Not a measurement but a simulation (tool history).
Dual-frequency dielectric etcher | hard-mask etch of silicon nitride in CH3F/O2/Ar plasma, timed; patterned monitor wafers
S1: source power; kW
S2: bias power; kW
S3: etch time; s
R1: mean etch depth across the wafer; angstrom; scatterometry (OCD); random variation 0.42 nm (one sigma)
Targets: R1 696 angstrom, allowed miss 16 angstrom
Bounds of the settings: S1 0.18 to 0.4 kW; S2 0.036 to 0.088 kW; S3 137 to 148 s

run,hour,S1,S2,S3,R1
1,0,0.29,0.062,148,816.17
2,8.9,0.32,0.062,148,864.93
3,12.3,0.37,0.062,148,931.36
4,14.9,0.33,0.06,147.5,859.01
5,23.2,0.33,0.07,147.5,900.73
6,30.1,0.3,0.067,146.5,835.92
7,35.8,0.28,0.066,146,816.68
8,36.6,0.26,0.064,145.5,767.17
9,44.5,0.25,0.063,145.5,757.75
10,49.8,0.19,0.057,144,614.61

4 next moves are on the table. One of them brings every result within its allowed miss. Which?
A,55.1,0.2,0.059,148,?
B,55.1,0.22,0.066,143.5,?
C,55.1,0.24,0.059,148,?
D,55.1,0.23,0.054,139,?

move,R1
A,658.51
B,699.06
C,732.29
D,654.39
A: nearer than the last run, and not there yet
B: meets every target
C: takes the result that was furthest off past its target
D: nearer than the last run, and not there yet
The right move is B.
